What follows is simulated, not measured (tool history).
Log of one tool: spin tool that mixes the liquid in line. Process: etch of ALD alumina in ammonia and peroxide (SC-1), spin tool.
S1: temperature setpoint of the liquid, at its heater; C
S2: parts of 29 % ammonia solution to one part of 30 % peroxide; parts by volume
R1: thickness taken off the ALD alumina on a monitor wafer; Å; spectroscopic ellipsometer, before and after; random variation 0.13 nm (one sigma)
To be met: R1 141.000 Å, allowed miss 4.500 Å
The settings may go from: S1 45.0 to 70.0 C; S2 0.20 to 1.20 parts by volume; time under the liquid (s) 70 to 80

run 1 hour=0.0 | S1=61.0 S2=0.90 time_under_the_liquid_(s)=70 | R1=102.750
run 2 hour=4.9 | S1=61.0 S2=0.60 time_under_the_liquid_(s)=70 | R1=98.912
run 3 hour=12.8 | S1=63.0 S2=0.60 time_under_the_liquid_(s)=70 | R1=108.020
run 4 hour=21.5 | S1=63.0 S2=0.75 time_under_the_liquid_(s)=70 | R1=110.440
run 5 hour=22.3 | S1=57.5 S2=0.75 time_under_the_liquid_(s)=70 | R1=84.237
run 6 hour=26.3 | S1=55.0 S2=0.75 time_under_the_liquid_(s)=70 | R1=72.939
run 7 hour=34.7 | S1=58.5 S2=0.75 time_under_the_liquid_(s)=70 | R1=88.377
run 8 hour=42.1 | S1=61.0 S2=0.75 time_under_the_liquid_(s)=70 | R1=100.090
run 9 hour=44.7 | S1=63.0 S2=0.75 time_under_the_liquid_(s)=70 | R1=110.390
run 10 hour=51.2 | S1=64.5 S2=0.75 time_under_the_liquid_(s)=70 | R1=117.920
run 11 hour=57.1 | S1=65.5 S2=0.75 time_under_the_liquid_(s)=70 | R1=126.440
run 12 hour=65.2 | S1=66.0 S2=0.75 time_under_the_liquid_(s)=70 | R1=129.320
run 13 hour=67.1 | S1=66.5 S2=0.75 time_under_the_liquid_(s)=70 | R1=131.310
run 14 hour=75.0 | S1=67.0 S2=0.75 time_under_the_liquid_(s)=70 | R1=134.550

5 next moves are on the table. One of them brings every result within its allowed miss. Which?
run A hour=82.9 | S1=68.0 S2=0.70 time_under_the_liquid_(s)=70 | R1=?
run B hour=82.9 | S1=66.0 S2=0.95 time_under_the_liquid_(s)=70 | R1=?
run C hour=82.9 | S1=66.5 S2=0.75 time_under_the_liquid_(s)=70 | R1=?
run D hour=82.9 | S1=64.0 S2=1.10 time_under_the_liquid_(s)=75 | R1=?
run E hour=82.9 | S1=64.0 S2=0.70 time_under_the_liquid_(s)=80 | R1=?

move=A R1=140.650
move=B R1=131.250
move=C R1=131.560
move=D R1=129.120
move=E R1=131.990
A: meets every target
B: further off than the last run
C: further off than the last run
D: further off than the last run
E: further off than the last run
Answer: A
